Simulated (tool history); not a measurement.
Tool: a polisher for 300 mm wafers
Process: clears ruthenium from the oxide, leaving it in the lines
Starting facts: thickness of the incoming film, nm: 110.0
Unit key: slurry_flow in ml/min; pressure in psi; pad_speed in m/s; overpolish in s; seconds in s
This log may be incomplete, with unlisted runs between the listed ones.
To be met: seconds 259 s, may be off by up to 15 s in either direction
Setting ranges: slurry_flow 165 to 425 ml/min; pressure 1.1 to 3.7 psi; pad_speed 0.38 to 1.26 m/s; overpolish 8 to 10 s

{"run": 1, "hour": 0.0, "slurry_flow": 275, "pressure": 2.4, "pad_speed": 0.82, "overpolish": 10, "seconds": 96.436}
{"run": 2, "hour": 1.7, "slurry_flow": 275, "pressure": 2.4, "pad_speed": 0.68, "overpolish": 10, "seconds": 113.29}
{"run": 3, "hour": 5.5, "slurry_flow": 275, "pressure": 1.9, "pad_speed": 0.68, "overpolish": 10, "seconds": 144.64}
{"run": 4, "hour": 8.1, "slurry_flow": 275, "pressure": 1.7, "pad_speed": 0.64, "overpolish": 10, "seconds": 165.64}
{"run": 5, "hour": 11.2, "slurry_flow": 275, "pressure": 1.5, "pad_speed": 0.6, "overpolish": 10, "seconds": 208.51}
{"run": 6, "hour": 18.5, "slurry_flow": 315, "pressure": 1.5, "pad_speed": 0.6, "overpolish": 10, "seconds": 199.59}
{"run": 7, "hour": 26.2, "slurry_flow": 315, "pressure": 1.4, "pad_speed": 0.58, "overpolish": 10, "seconds": 228.27}
{"run": 8, "hour": 34.1, "slurry_flow": 315, "pressure": 1.3, "pad_speed": 0.58, "overpolish": 10, "seconds": 246.66}

Which of these 4 next moves meets every target?
{"run": "A", "hour": 42.0, "slurry_flow": 325, "pressure": 1.5, "pad_speed": 0.54, "overpolish": 10, "seconds": "?"}
{"run": "B", "hour": 42.0, "slurry_flow": 305, "pressure": 1.2, "pad_speed": 0.66, "overpolish": 8, "seconds": "?"}
{"run": "C", "hour": 42.0, "slurry_flow": 420, "pressure": 1.5, "pad_speed": 0.44, "overpolish": 8, "seconds": "?"}
{"run": "D", "hour": 42.0, "slurry_flow": 370, "pressure": 1.3, "pad_speed": 0.62, "overpolish": 8, "seconds": "?"}

move=A seconds=227
move=B seconds=234.01
move=C seconds=269.04
move=D seconds=227.02
A: further off than the last run
B: further off than the last run
C: in spec on every target
D: further off than the last run
The move that meets every target is C.
